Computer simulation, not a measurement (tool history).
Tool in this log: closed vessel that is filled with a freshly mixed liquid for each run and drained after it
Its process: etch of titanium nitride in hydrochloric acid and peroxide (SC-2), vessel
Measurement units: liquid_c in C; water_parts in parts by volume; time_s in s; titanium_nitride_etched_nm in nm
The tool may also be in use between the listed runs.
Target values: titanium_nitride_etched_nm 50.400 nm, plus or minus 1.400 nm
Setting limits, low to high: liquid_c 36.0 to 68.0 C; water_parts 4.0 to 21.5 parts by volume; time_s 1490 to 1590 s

run,hour,liquid_c,water_parts,time_s,titanium_nitride_etched_nm
1,0.0,52.0,12.0,1490,19.313
2,1.7,55.5,12.0,1490,24.238
3,5.3,55.5,8.5,1490,32.521
4,11.8,55.5,12.0,1490,24.327
5,20.7,58.5,12.0,1490,29.399
6,25.6,60.5,12.0,1490,33.560
7,32.3,62.0,12.0,1490,36.652
8,38.0,63.5,12.0,1490,39.716
9,43.9,64.5,12.0,1490,43.087

Below are 5 possible settings for the next run. Only one of them brings all results inside the allowed miss of their targets. Which is it?
A,49.8,65.0,11.0,1500,?
B,49.8,59.0,7.0,1490,?
C,49.8,64.5,11.0,1535,?
D,49.8,66.0,12.0,1510,?
E,49.8,65.5,11.5,1570,?

move,titanium_nitride_etched_nm
A,47.989
B,47.526
C,47.634
D,47.657
E,49.856
A: nearer than the last run, and not there yet
B: nearer than the last run, and not there yet
C: nearer than the last run, and not there yet
D: nearer than the last run, and not there yet
E: every result lands within tolerance
The right move is E.

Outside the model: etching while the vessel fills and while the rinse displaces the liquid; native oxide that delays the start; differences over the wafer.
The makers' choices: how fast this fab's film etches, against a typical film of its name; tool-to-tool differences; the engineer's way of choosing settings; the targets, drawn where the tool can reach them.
